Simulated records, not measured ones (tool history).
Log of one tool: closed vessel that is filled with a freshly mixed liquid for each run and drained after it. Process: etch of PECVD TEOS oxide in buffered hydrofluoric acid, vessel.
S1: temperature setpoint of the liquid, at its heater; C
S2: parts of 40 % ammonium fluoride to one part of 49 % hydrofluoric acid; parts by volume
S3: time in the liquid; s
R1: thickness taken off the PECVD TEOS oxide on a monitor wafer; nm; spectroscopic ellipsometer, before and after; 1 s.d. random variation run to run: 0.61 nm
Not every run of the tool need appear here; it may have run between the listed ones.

run  hour    S1    S2  S3      R1
  1   0.0  25.0  19.5  30  33.868
  2   8.9  22.5  19.5  30  29.447
  3  11.1  24.5  17.5  30  36.841
  4  16.3  26.0  16.0  30  43.561
  5  20.9  28.5  16.0  30  49.671
  6  29.8  29.5  15.0  30  55.840
  7  32.6  30.0  14.5  30  58.839
  8  36.9  30.5  14.0  30  62.078
  9  41.0  31.0  13.5  30  65.818
 10  44.4  31.0  13.0  30  68.837

Run 11 comes next. What will it give?
 11  46.3  32.0  12.0  30   ?

R1: 77.755 nm
